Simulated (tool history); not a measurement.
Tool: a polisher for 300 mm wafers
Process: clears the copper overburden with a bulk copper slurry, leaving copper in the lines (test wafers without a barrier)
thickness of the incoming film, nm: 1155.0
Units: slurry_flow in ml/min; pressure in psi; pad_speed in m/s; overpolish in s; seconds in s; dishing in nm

run 1 hour=0.0 | slurry_flow=135 pressure=2.9 pad_speed=0.88 slurry_solids=1.00 overpolish=11 | seconds=115.92 dishing=51.330
run 2 hour=5.7 | slurry_flow=135 pressure=2.9 pad_speed=0.76 slurry_solids=1.00 overpolish=11 | seconds=134.22 dishing=47.445
run 3 hour=7.6 | slurry_flow=135 pressure=2.3 pad_speed=0.76 slurry_solids=1.00 overpolish=11 | seconds=167.18 dishing=39.823
run 4 hour=12.2 | slurry_flow=130 pressure=2.3 pad_speed=0.76 slurry_solids=1.00 overpolish=13 | seconds=164.19 dishing=43.770
run 5 hour=14.9 | slurry_flow=130 pressure=2.2 pad_speed=0.74 slurry_solids=1.00 overpolish=15 | seconds=175.47 dishing=48.056
run 6 hour=23.8 | slurry_flow=130 pressure=2.2 pad_speed=0.74 slurry_solids=1.10 overpolish=15 | seconds=171.03 dishing=47.078

The next listed run, before its measurement:
run 7 hour=26.1 | slurry_flow=130 pressure=2.2 pad_speed=0.74 slurry_solids=1.05 overpolish=16 | seconds=? dishing=?

{"run 7": {"seconds": 175.17, "dishing": 48.669}}
